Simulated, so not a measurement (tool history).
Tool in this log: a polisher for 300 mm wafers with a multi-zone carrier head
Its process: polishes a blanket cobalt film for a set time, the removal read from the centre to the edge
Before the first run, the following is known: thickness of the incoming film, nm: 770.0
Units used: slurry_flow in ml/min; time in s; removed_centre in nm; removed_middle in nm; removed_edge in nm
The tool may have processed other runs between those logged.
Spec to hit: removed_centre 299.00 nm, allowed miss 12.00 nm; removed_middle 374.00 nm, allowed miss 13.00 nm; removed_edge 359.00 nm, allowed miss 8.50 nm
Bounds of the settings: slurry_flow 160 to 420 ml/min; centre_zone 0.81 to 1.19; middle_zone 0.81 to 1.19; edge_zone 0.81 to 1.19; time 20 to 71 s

run 1 hour=0.0 | slurry_flow=270 centre_zone=1.00 middle_zone=1.00 edge_zone=1.00 time=45 | removed_centre=253.80 removed_middle=285.04 removed_edge=281.99
run 2 hour=5.8 | slurry_flow=270 centre_zone=1.00 middle_zone=1.00 edge_zone=0.96 time=45 | removed_centre=251.91 removed_middle=287.12 removed_edge=278.89
run 3 hour=10.0 | slurry_flow=245 centre_zone=1.00 middle_zone=1.00 edge_zone=0.96 time=45 | removed_centre=251.80 removed_middle=288.36 removed_edge=275.04
run 4 hour=11.5 | slurry_flow=260 centre_zone=0.99 middle_zone=1.03 edge_zone=1.01 time=47 | removed_centre=260.59 removed_middle=309.66 removed_edge=297.89
run 5 hour=15.8 | slurry_flow=260 centre_zone=0.99 middle_zone=1.03 edge_zone=1.04 time=47 | removed_centre=264.22 removed_middle=311.00 removed_edge=302.33
-- hour=22.4 centre zone pressure recalibrated
run 6 hour=22.4 | slurry_flow=215 centre_zone=0.99 middle_zone=1.03 edge_zone=1.04 time=47 | removed_centre=279.65 removed_middle=303.71 removed_edge=293.38
run 7 hour=30.9 | slurry_flow=255 centre_zone=1.01 middle_zone=1.06 edge_zone=1.08 time=48 | removed_centre=294.72 removed_middle=315.03 removed_edge=311.66
run 8 hour=31.6 | slurry_flow=275 centre_zone=0.99 middle_zone=1.09 edge_zone=1.10 time=49 | removed_centre=302.08 removed_middle=333.37 removed_edge=325.67

Below are 4 possible settings for the next run. Only one of them brings all results inside the allowed miss of their targets. Which is it?
run A hour=32.3 | slurry_flow=255 centre_zone=0.96 middle_zone=1.19 edge_zone=0.99 time=48 | removed_centre=? removed_middle=? removed_edge=?
run B hour=32.3 | slurry_flow=390 centre_zone=0.82 middle_zone=1.02 edge_zone=1.01 time=55 | removed_centre=? removed_middle=? removed_edge=?
run C hour=32.3 | slurry_flow=220 centre_zone=1.08 middle_zone=1.06 edge_zone=1.14 time=46 | removed_centre=? removed_middle=? removed_edge=?
run D hour=32.3 | slurry_flow=320 centre_zone=1.11 middle_zone=1.13 edge_zone=1.13 time=42 | removed_centre=? removed_middle=? removed_edge=?

move=A removed_centre=285.92 removed_middle=349.83 removed_edge=301.59
move=B removed_centre=302.80 removed_middle=370.19 removed_edge=361.14
move=C removed_centre=294.48 removed_middle=299.29 removed_edge=305.82
move=D removed_centre=289.38 removed_middle=300.89 removed_edge=287.45
A: the biggest miss grows against the last run
B: every result lands within tolerance
C: the biggest miss grows against the last run
D: the biggest miss grows against the last run
The move that meets every target is B.

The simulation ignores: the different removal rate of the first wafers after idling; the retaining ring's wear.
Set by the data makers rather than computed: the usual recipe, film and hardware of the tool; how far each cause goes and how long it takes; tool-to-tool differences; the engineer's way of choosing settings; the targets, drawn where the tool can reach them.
